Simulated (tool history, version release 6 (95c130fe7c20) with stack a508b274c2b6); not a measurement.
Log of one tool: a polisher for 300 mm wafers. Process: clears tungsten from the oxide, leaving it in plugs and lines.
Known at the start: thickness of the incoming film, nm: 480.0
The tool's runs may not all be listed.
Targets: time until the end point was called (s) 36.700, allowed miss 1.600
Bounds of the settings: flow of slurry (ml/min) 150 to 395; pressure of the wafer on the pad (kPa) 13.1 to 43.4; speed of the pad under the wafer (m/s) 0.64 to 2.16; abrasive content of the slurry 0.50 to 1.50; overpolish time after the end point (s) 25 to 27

run	hour	flow of slurry (ml/min)	pressure of the wafer on the pad (kPa)	speed of the pad under the wafer (m/s)	abrasive content of the slurry	overpolish time after the end point (s)	time until the end point was called (s)
1	0.0	250	28.3	1.40	1.00	25	57.239
2	1.2	250	29.6	1.40	1.00	25	55.285
3	7.6	250	29.6	1.74	1.00	25	44.439
4	10.4	295	29.6	1.74	1.00	25	44.554
5	11.2	295	29.6	1.74	1.20	25	42.191
6	14.5	295	30.3	1.74	1.20	25	42.432
7	21.4	295	31.0	1.74	1.20	25	40.638
8	27.7	295	32.4	1.74	1.20	25	40.103
9	32.6	295	33.1	1.74	1.20	25	38.631

5 next moves are on the table. One of them brings every result within its allowed miss. Which?
A	37.5	240	40.0	1.34	1.20	25	?
B	37.5	240	26.2	2.00	1.35	25	?
C	37.5	265	25.5	2.16	1.10	25	?
D	37.5	250	34.5	1.80	1.20	25	?
E	37.5	300	30.3	1.76	1.35	25	?

move	time until the end point was called (s)
A	42.970
B	43.017
C	41.977
D	37.123
E	41.394
A: further off than the last run
B: further off than the last run
C: further off than the last run
D: meets every target
E: further off than the last run
The right move is D.
